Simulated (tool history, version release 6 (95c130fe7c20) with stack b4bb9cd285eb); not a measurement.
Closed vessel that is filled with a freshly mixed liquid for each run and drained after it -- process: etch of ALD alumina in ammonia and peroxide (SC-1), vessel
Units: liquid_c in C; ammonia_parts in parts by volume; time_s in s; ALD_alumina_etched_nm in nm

Run 1, day 0: liquid_c 62 C, ammonia_parts 0.95 parts by volume, time_s 280 s. Result: ALD_alumina_etched_nm 17.243 nm.
Run 2, day 0.146: liquid_c 55 C, ammonia_parts 0.95 parts by volume, time_s 280 s. Result: ALD_alumina_etched_nm 11.962 nm.
Run 3, day 0.375: liquid_c 55.5 C, ammonia_parts 0.95 parts by volume, time_s 280 s. Result: ALD_alumina_etched_nm 12.421 nm.
Run 4, day 0.55: liquid_c 56 C, ammonia_parts 0.95 parts by volume, time_s 280 s. Result: ALD_alumina_etched_nm 12.559 nm.
Run 5, day 0.654: liquid_c 56 C, ammonia_parts 0.95 parts by volume, time_s 200 s. Result: ALD_alumina_etched_nm 9.0293 nm.
Run 6, day 0.846: liquid_c 56 C, ammonia_parts 1.1 parts by volume, time_s 200 s. Result: ALD_alumina_etched_nm 9.1286 nm.
Run 7, day 1.142: liquid_c 58 C, ammonia_parts 1.1 parts by volume, time_s 200 s. Result: ALD_alumina_etched_nm 10.256 nm.
Run 8, day 1.371: liquid_c 59.5 C, ammonia_parts 1.1 parts by volume, time_s 200 s. Result: ALD_alumina_etched_nm 11.005 nm.
Run 9, day 1.679: liquid_c 60.5 C, ammonia_parts 1.1 parts by volume, time_s 200 s. Result: ALD_alumina_etched_nm 11.575 nm.
At day 1.738: ammonia flow meter replaced.
Run 10, day 1.738: liquid_c 61.5 C, ammonia_parts 1.1 parts by volume, time_s 200 s. Result: ALD_alumina_etched_nm 12.008 nm.
Run 11, day 1.758: liquid_c 62.5 C, ammonia_parts 1.1 parts by volume, time_s 200 s. Result: ALD_alumina_etched_nm 12.768 nm.

Run 12 has not been measured yet. What should we expect?
Run 12, day 1.9: liquid_c 63 C, ammonia_parts 1.1 parts by volume, time_s 200 s. Result: ALD_alumina_etched_nm ?.

Run 12 gave ALD_alumina_etched_nm 12.928 nm.
